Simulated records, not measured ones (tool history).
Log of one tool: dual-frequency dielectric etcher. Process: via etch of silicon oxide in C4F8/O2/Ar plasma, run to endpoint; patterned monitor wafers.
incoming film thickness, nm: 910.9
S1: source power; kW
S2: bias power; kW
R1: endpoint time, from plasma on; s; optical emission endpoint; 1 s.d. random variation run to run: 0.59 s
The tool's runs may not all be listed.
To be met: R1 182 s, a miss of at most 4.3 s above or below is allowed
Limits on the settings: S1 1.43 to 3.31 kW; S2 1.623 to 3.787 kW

| run | hour | S1 | S2 | R1 |
|---|---|---|---|---|
| 1 | 0 | 2.37 | 2.705 | 151.94 |
| 2 | 4.9 | 2.19 | 2.615 | 158.49 |
| 3 | 11.9 | 2.19 | 2.288 | 166.51 |
| 4 | 13.1 | 2.1 | 2.261 | 168.42 |
| 5 | 19.7 | 2.1 | 2.618 | 160.13 |
| 6 | 23.7 | 1.95 | 2.618 | 163.07 |
| 7 | 31.9 | 1.48 | 2.156 | 190.66 |
| 8 | 33.3 | 1.53 | 2.17 | 187.67 |

Which of these 5 next moves meets every target?
| A | 34.7 | 1.86 | 2.033 | ? |
| B | 34.7 | 1.51 | 1.897 | ? |
| C | 34.7 | 1.52 | 1.86 | ? |
| D | 34.7 | 1.63 | 1.987 | ? |
| E | 34.7 | 1.43 | 2.075 | ? |

| move | R1 |
|---|---|
| A | 180.79 |
| B | 196.76 |
| C | 197.79 |
| D | 189.39 |
| E | 193.39 |
A: all results land within tolerance of their targets
B: its largest miss is bigger than the last run's
C: its largest miss is bigger than the last run's
D: its largest miss is bigger than the last run's
E: its largest miss is bigger than the last run's
A meets every target.
